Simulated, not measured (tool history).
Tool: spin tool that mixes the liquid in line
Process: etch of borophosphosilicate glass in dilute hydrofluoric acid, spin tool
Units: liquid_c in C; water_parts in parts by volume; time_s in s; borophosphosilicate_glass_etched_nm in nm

run,day,liquid_c,water_parts,time_s,borophosphosilicate_glass_etched_nm
1,0.000,22.0,265,240,20.004
2,0.058,22.0,265,255,21.268
3,0.150,22.0,345,255,15.259
4,0.446,22.0,405,255,12.329
5,0.638,24.0,400,255,13.317
6,0.846,25.5,400,255,14.168
7,0.975,26.5,395,255,14.783
8,1.208,27.5,390,255,15.736
9,1.279,28.0,390,255,15.838
10,1.508,28.5,390,255,15.779

Forecast run 11:
11,1.542,29.0,385,255,?

Run 11 gave borophosphosilicate_glass_etched_nm 16.485 nm.
